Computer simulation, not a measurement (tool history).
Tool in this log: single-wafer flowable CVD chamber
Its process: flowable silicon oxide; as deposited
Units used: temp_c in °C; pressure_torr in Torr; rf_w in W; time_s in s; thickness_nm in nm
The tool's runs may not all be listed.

run,hour,temp_c,pressure_torr,rf_w,time_s,thickness_nm
1,0.0,95,1.09,2395,791,884.23
2,7.8,93,1.09,2395,791,941.97
3,12.3,93,0.98,2395,791,854.38
4,20.9,100,0.98,2395,791,654.08
5,23.8,100,0.98,2255,791,653.42
6,26.4,97,0.98,2255,791,731.28

Estimate the outcome of run 7 from the log above:
7,31.2,94,0.98,2255,791,?

{"run 7": {"thickness_nm": 821.8}}
